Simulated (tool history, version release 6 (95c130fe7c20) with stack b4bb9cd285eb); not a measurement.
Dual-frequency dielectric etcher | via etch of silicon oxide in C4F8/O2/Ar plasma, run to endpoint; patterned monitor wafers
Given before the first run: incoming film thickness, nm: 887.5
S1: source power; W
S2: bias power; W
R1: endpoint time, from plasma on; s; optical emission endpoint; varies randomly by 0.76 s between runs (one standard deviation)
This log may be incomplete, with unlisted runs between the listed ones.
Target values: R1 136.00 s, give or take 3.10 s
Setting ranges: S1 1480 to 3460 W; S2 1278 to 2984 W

| run | hour | S1 | S2 | R1 |
|---|---|---|---|---|
| 1 | 0.0 | 2470 | 2131 | 162.06 |
| 2 | 6.0 | 2690 | 2201 | 155.40 |
| 3 | 8.9 | 2860 | 2263 | 150.83 |
| 4 | 16.6 | 2860 | 2079 | 155.85 |
| 5 | 22.7 | 2680 | 2079 | 160.26 |
| 6 | 27.9 | 2680 | 2313 | 153.74 |
| 7 | 32.0 | 2840 | 2376 | 148.23 |
| 8 | 35.1 | 2960 | 2407 | 145.58 |

Exactly one of the 4 candidate moves below puts every result within its allowed miss. Which one?
| A | 38.2 | 2450 | 2107 | ? |
| B | 38.2 | 3090 | 2687 | ? |
| C | 38.2 | 2830 | 2502 | ? |
| D | 38.2 | 2650 | 2091 | ? |

| move | R1 |
|---|---|
| A | 164.41 |
| B | 137.60 |
| C | 145.80 |
| D | 161.16 |
A: its largest miss is bigger than the last run's
B: each result inside its tolerance
C: about as far from the targets as the last run
D: its largest miss is bigger than the last run's
The right move is B.

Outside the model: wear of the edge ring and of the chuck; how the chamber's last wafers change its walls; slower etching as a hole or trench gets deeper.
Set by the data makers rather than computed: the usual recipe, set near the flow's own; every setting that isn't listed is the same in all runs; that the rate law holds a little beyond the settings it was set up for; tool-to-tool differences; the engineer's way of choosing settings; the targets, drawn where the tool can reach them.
